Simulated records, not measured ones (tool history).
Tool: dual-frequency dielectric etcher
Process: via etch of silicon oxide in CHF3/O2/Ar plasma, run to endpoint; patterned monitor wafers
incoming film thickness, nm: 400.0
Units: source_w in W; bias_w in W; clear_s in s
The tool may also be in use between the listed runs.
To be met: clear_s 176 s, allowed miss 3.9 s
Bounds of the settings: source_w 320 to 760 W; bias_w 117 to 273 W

| run | hour | source_w | bias_w | clear_s |
|---|---|---|---|---|
| 1 | 0 | 540 | 195 | 200.45 |
| 2 | 5.8 | 620 | 195 | 188.46 |
| 3 | 11.7 | 670 | 195 | 183.99 |
| 4 | 19.6 | 670 | 176 | 192.37 |
| 5 | 22.5 | 690 | 181 | 186.66 |
|  | 27.2 | wet clean of the chamber |
| 6 | 27.2 | 750 | 181 | 187.79 |
| 7 | 35.3 | 750 | 191 | 182.9 |
| 8 | 43.2 | 750 | 197 | 180.51 |

5 next moves are on the table. One of them brings every result within its allowed miss. Which?
| A | 51.1 | 720 | 184 | ? |
| B | 51.1 | 750 | 182 | ? |
| C | 51.1 | 730 | 186 | ? |
| D | 51.1 | 700 | 217 | ? |
| E | 51.1 | 710 | 189 | ? |

| move | clear_s |
|---|---|
| A | 188.75 |
| B | 186.83 |
| C | 186.78 |
| D | 176.28 |
| E | 187.31 |
A: further off than the last run
B: further off than the last run
C: further off than the last run
D: meets every target
E: further off than the last run
The right move is D.
